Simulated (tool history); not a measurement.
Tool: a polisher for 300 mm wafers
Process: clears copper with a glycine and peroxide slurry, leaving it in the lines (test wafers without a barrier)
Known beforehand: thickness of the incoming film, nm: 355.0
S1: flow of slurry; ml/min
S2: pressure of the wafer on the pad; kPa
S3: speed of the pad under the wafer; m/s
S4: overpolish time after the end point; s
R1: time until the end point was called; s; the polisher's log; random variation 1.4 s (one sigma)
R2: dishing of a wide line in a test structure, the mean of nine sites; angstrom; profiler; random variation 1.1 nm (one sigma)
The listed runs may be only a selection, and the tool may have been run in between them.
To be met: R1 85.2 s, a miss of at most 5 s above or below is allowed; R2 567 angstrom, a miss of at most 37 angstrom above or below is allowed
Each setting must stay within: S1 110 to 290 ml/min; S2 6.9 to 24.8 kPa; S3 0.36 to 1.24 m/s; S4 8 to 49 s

run	hour	S1	S2	S3	S4	R1	R2
1	0	185	15.9	0.8	25	77.35	727.93
2	2.6	185	15.9	0.8	34	76.779	864.85
3	6.2	185	15.9	0.66	34	84.383	841.59
4	10.7	205	15.9	0.66	34	87.115	823.74
5	17.6	205	13.8	0.66	34	93.676	805.15
6	26.5	245	13.8	0.66	34	90.885	790.61
7	33.7	245	13.8	0.66	32	91.444	756.79
8	42	245	13.8	0.66	32	88.83	763.19

Next run, 5 choices. One meets every target within its allowed miss, the rest don't. Which?
A	50.3	205	12.4	0.7	28	?	?
B	50.3	250	13.8	0.68	38	?	?
C	50.3	225	16.5	0.52	49	?	?
D	50.3	225	14.5	0.7	19	?	?
E	50.3	240	14.5	0.68	48	?	?

move	R1	R2
A	96.559	678.25
B	88.045	874.16
C	89.442	1019.3
D	85.212	564.95
E	85.575	1002.7
A: closes in on the targets versus the last run, not all within tolerance yet
B: its largest miss is bigger than the last run's
C: its largest miss is bigger than the last run's
D: all results in spec
E: its largest miss is bigger than the last run's
Answer: D
